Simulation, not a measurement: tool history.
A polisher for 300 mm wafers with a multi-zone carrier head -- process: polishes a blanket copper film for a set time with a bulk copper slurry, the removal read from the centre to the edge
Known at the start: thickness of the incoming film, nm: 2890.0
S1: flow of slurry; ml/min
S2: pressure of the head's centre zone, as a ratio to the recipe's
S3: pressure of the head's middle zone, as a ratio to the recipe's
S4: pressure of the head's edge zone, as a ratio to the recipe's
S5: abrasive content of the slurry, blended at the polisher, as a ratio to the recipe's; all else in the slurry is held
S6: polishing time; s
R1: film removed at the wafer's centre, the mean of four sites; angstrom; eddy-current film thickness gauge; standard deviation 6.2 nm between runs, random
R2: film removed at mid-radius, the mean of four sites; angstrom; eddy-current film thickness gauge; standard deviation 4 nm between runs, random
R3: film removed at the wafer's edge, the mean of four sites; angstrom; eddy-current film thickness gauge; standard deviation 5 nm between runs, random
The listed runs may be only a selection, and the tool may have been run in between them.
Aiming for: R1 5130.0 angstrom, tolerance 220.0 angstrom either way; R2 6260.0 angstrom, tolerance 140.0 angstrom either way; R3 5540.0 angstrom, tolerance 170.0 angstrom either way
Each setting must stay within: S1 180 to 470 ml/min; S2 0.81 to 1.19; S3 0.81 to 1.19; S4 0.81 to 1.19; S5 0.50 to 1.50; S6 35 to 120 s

run  hour   S1    S2    S3    S4    S5  S6      R1      R2      R3
  1   0.0  300  1.00  1.00  1.00  1.00  77  6915.8  6977.5  6872.7
  2   5.4  300  1.00  1.00  1.06  1.00  77  6986.4  6874.1  7222.7
  3  13.8  300  1.00  1.00  1.06  1.00  88  7992.0  7959.4  8120.8
  4  16.4  300  1.00  0.92  1.06  1.00  88  7738.1  7390.1  8152.4
  5  21.2  300  1.00  0.92  1.11  1.00  88  7923.6  7479.5  8522.4
  6  21.8  300  0.98  0.93  1.07  0.95  87  7533.7  7388.2  8097.8
  7  23.4  295  0.96  0.93  1.03  0.90  85  7254.8  7028.7  7563.2
  8  27.0  305  0.94  0.97  1.03  0.85  82  6710.7  6959.6  7267.2
  9  34.8  305  0.92  0.98  1.00  0.80  81  6493.4  6811.4  6837.7
 10  36.8  305  0.92  0.98  1.00  0.80  81  6595.4  6887.8  6939.5
 11  41.2  305  0.90  1.00  0.99  0.75  80  6314.2  6697.0  6777.5
 12  45.7  310  0.89  1.02  0.98  0.70  79  6007.2  6680.3  6481.6
 13  47.1  310  0.88  1.03  0.97  0.65  79  6005.6  6511.8  6260.7
 14  54.0  305  0.87  1.05  0.97  0.65  78  5781.6  6528.0  6263.7
 15  59.7  290  0.81  1.07  0.87  0.50  76  4962.3  6036.9  5378.9

Which one of the following 4 next-run settings gets every result inside its allowed miss? There is exactly one.
  A  65.4  330  0.81  0.98  0.95  0.55  74   ?   ?   ?
  B  65.4  275  0.81  1.03  0.88  0.60  75   ?   ?   ?
  C  65.4  230  0.81  1.07  0.86  0.60  77   ?   ?   ?
  D  65.4  320  0.85  1.05  0.97  0.75  67   ?   ?   ?

move      R1      R2      R3
   A  5149.9  5655.7  5540.6
   B  5239.3  6010.3  5471.4
   C  5241.0  6223.8  5457.9
   D  5194.6  5900.0  5507.1
A: moves away from the targets compared with the last run
B: moves away from the targets compared with the last run
C: all results in spec
D: moves away from the targets compared with the last run
Go with C: it meets all targets.

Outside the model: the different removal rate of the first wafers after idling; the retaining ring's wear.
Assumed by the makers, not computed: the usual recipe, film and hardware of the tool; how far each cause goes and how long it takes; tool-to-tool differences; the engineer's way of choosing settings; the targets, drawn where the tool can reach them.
